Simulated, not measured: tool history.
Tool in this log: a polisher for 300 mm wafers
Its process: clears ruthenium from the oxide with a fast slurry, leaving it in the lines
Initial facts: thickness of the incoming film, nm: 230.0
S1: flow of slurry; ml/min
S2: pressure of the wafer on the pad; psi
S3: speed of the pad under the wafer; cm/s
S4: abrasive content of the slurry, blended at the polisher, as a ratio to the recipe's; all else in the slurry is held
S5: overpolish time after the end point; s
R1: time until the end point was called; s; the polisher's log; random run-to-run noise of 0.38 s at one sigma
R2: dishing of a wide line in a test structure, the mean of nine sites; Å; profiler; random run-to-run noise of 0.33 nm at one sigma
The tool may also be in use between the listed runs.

Run 1, hour 0.0: S1 300 ml/min, S2 3.4 psi, S3 128 cm/s, S4 1.00, S5 26 s. Result: R1 40.615 s, R2 332.24 Å.
Run 2, hour 7.9: S1 300 ml/min, S2 3.4 psi, S3 128 cm/s, S4 1.00, S5 23 s. Result: R1 40.613 s, R2 312.11 Å.
Run 3, hour 9.6: S1 255 ml/min, S2 3.4 psi, S3 128 cm/s, S4 1.00, S5 23 s. Result: R1 41.970 s, R2 327.22 Å.
Run 4, hour 17.7: S1 285 ml/min, S2 3.3 psi, S3 128 cm/s, S4 1.00, S5 21 s. Result: R1 42.064 s, R2 317.83 Å.
Run 5, hour 24.1: S1 310 ml/min, S2 3.3 psi, S3 126 cm/s, S4 1.00, S5 19 s. Result: R1 41.655 s, R2 311.30 Å.
Run 6, hour 26.0: S1 310 ml/min, S2 3.8 psi, S3 126 cm/s, S4 1.00, S5 19 s. Result: R1 37.102 s, R2 321.16 Å.
Run 7, hour 33.0: S1 335 ml/min, S2 3.5 psi, S3 134 cm/s, S4 1.00, S5 17 s. Result: R1 37.250 s, R2 308.23 Å.
Run 8, hour 39.8: S1 355 ml/min, S2 3.2 psi, S3 142 cm/s, S4 0.95, S5 16 s. Result: R1 39.705 s, R2 308.48 Å.
At hour 41.3: head pressure recalibrated.
Run 9, hour 41.3: S1 370 ml/min, S2 3.0 psi, S3 140 cm/s, S4 1.05, S5 15 s. Result: R1 37.133 s, R2 295.42 Å.
Run 10, hour 43.3: S1 455 ml/min, S2 2.0 psi, S3 104 cm/s, S4 1.30, S5 8 s. Result: R1 65.202 s, R2 160.31 Å.

Forecast run 11:
Run 11, hour 51.3: S1 450 ml/min, S2 2.2 psi, S3 104 cm/s, S4 1.30, S5 8 s. Result: R1 ?, R2 ?.

R1: 61.442 s
R2: 177.26 Å
